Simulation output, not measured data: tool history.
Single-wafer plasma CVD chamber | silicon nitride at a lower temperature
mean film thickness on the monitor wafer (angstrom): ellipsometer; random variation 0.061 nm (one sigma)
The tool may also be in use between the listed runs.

run  hour  heater temperature setpoint (°C)  chamber pressure (Torr)  RF power (kW)  deposition time (s)  mean film thickness on the monitor wafer (angstrom)
  1     0                               330                     1.43          0.265                 16.9                                               176.52
  2   3.6                               330                     1.35           0.26                 16.9                                               172.61
  3   7.4                               330                      1.3          0.255                 16.9                                               168.58
  4  12.6                               330                      1.3           0.27                 16.9                                               175.02
  5  13.1                               330                      1.3           0.27                 16.9                                               175.92
  6  18.6                               325                      1.3           0.27                 16.9                                               174.48
  7  22.1                               325                     1.24          0.265                 16.9                                               170.96

Forecast run 8:
  8  24.2                               325                      1.2           0.26                 16.9                                                    ?

Run 8 gave mean film thickness on the monitor wafer (angstrom) 168.67.
